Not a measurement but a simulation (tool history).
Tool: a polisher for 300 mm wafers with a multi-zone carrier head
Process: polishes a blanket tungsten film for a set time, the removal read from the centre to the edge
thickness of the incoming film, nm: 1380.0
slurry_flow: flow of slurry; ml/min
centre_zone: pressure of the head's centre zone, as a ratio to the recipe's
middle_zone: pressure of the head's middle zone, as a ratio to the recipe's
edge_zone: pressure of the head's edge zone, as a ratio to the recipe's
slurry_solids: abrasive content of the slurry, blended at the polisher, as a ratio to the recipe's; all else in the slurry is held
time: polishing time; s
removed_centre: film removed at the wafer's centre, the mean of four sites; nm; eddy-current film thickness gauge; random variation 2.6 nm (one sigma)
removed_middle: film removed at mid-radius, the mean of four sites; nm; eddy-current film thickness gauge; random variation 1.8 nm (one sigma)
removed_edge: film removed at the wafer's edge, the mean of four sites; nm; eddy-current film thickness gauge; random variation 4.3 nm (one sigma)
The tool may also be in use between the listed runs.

run    day  slurry_flow  centre_zone  middle_zone  edge_zone  slurry_solids  time  removed_centre  removed_middle  removed_edge
  1  0.000          135         1.00         1.00       1.00           1.00    50          224.95          227.63        223.11
  2  0.308          140         1.00         1.00       1.02           1.05    51          234.90          235.25        238.72
  3  0.429          140         1.00         1.00       1.05           1.05    51          230.23          237.45        240.73
  4  0.546          140         1.00         1.00       1.05           0.95    51          227.40          228.29        235.03
  5  0.729          140         1.06         1.00       1.05           0.95    51          235.09          231.50        236.21
  6  0.892          145         1.07         1.01       1.07           1.00    51          244.51          236.54        240.03

For run 7, what comes out?
  7  1.242          150         1.06         1.01       1.08           1.05    51               ?               ?             ?

removed_centre: 249.67 nm
removed_middle: 241.36 nm
removed_edge: 249.38 nm

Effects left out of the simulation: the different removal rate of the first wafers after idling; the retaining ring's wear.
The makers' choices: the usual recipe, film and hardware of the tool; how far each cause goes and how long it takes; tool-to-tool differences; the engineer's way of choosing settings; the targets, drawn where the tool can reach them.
